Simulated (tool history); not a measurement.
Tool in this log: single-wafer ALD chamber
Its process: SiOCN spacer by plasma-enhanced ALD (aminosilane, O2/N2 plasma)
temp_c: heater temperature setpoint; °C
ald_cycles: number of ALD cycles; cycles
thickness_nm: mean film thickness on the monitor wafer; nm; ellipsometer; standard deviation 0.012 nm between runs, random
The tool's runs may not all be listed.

{"run": 1, "day": 0.0, "temp_c": 380, "ald_cycles": 76, "thickness_nm": 4.4614}
{"run": 2, "day": 0.167, "temp_c": 373, "ald_cycles": 76, "thickness_nm": 4.4793}
{"run": 3, "day": 0.271, "temp_c": 364, "ald_cycles": 76, "thickness_nm": 4.4721}
{"run": 4, "day": 0.304, "temp_c": 370, "ald_cycles": 76, "thickness_nm": 4.479}
{"run": 5, "day": 0.646, "temp_c": 370, "ald_cycles": 84, "thickness_nm": 4.9446}
{"run": 6, "day": 0.75, "temp_c": 377, "ald_cycles": 84, "thickness_nm": 4.9655}
{"run": 7, "day": 0.846, "temp_c": 377, "ald_cycles": 80, "thickness_nm": 4.7335}
{"run": 8, "day": 0.958, "temp_c": 377, "ald_cycles": 77, "thickness_nm": 4.5062}
{"run": 9, "day": 1.104, "temp_c": 377, "ald_cycles": 75, "thickness_nm": 4.3917}
{"run": 10, "day": 1.333, "temp_c": 377, "ald_cycles": 73, "thickness_nm": 4.2881}
{"run": 11, "day": 1.696, "temp_c": 377, "ald_cycles": 72, "thickness_nm": 4.2319}

Predict the results of run 12:
{"run": 12, "day": 2.029, "temp_c": 377, "ald_cycles": 68, "thickness_nm": "?"}

{"run 12": {"thickness_nm": 3.9934}}

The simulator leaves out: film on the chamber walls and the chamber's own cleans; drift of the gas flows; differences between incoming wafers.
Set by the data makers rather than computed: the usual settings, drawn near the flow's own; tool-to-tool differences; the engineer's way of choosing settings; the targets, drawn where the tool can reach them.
